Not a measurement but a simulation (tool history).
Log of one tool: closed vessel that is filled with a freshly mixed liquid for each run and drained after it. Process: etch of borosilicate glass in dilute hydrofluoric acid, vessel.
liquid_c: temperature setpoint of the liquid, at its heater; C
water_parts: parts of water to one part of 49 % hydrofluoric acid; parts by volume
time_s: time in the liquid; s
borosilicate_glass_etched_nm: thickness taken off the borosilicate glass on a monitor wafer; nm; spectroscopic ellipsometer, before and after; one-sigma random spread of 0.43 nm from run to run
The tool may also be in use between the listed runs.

Run 1, hour 0.0: liquid_c 21.0 C, water_parts 65 parts by volume, time_s 30 s. Result: borosilicate_glass_etched_nm 17.609 nm.
Run 2, hour 4.0: liquid_c 23.5 C, water_parts 50 parts by volume, time_s 30 s. Result: borosilicate_glass_etched_nm 26.270 nm.
Run 3, hour 7.7: liquid_c 22.0 C, water_parts 50 parts by volume, time_s 30 s. Result: borosilicate_glass_etched_nm 24.557 nm.
Run 4, hour 15.4: liquid_c 22.0 C, water_parts 40 parts by volume, time_s 30 s. Result: borosilicate_glass_etched_nm 30.890 nm.
Run 5, hour 21.9: liquid_c 24.0 C, water_parts 35 parts by volume, time_s 30 s. Result: borosilicate_glass_etched_nm 38.396 nm.
Run 6, hour 24.9: liquid_c 24.0 C, water_parts 35 parts by volume, time_s 30 s. Result: borosilicate_glass_etched_nm 38.677 nm.
Run 7, hour 28.0: liquid_c 25.5 C, water_parts 35 parts by volume, time_s 30 s. Result: borosilicate_glass_etched_nm 41.210 nm.
Run 8, hour 34.0: liquid_c 26.5 C, water_parts 35 parts by volume, time_s 30 s. Result: borosilicate_glass_etched_nm 42.253 nm.
Run 9, hour 38.4: liquid_c 29.0 C, water_parts 30 parts by volume, time_s 30 s. Result: borosilicate_glass_etched_nm 56.025 nm.

Run 10 comes next. What will it give?
Run 10, hour 44.3: liquid_c 28.5 C, water_parts 30 parts by volume, time_s 30 s. Result: borosilicate_glass_etched_nm ?.

{"run 10": {"borosilicate_glass_etched_nm": 54.401}}
